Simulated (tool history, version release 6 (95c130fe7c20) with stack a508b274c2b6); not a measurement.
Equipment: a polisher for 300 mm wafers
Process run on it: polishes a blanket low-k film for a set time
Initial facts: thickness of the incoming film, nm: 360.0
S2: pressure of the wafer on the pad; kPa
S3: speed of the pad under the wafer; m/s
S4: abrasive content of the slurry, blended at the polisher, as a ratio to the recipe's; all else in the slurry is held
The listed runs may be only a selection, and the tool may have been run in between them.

run 1 hour=0 | flow_of_slurry_(ml/min)=160 S2=9.7 S3=1.02 S4=1 polishing_time_(s)=36 | film_removed_(Å)=98.779
run 2 hour=2.1 | flow_of_slurry_(ml/min)=155 S2=9 S3=1.02 S4=1 polishing_time_(s)=36 | film_removed_(Å)=94.147
run 3 hour=7.9 | flow_of_slurry_(ml/min)=125 S2=9 S3=1.02 S4=1 polishing_time_(s)=36 | film_removed_(Å)=88.75
run 4 hour=13.2 | flow_of_slurry_(ml/min)=125 S2=9 S3=1.26 S4=1 polishing_time_(s)=36 | film_removed_(Å)=102.51
run 5 hour=21.4 | flow_of_slurry_(ml/min)=120 S2=8.3 S3=1.26 S4=1 polishing_time_(s)=36 | film_removed_(Å)=95.412
run 6 hour=26.9 | flow_of_slurry_(ml/min)=115 S2=7.6 S3=1.26 S4=1 polishing_time_(s)=36 | film_removed_(Å)=87.569
run 7 hour=33 | flow_of_slurry_(ml/min)=110 S2=6.9 S3=1.26 S4=1 polishing_time_(s)=36 | film_removed_(Å)=81.238

Estimate the outcome of run 8 from the log above:
run 8 hour=34.8 | flow_of_slurry_(ml/min)=105 S2=6.2 S3=1.26 S4=1 polishing_time_(s)=36 | film_removed_(Å)=?

film removed (Å): 75.11
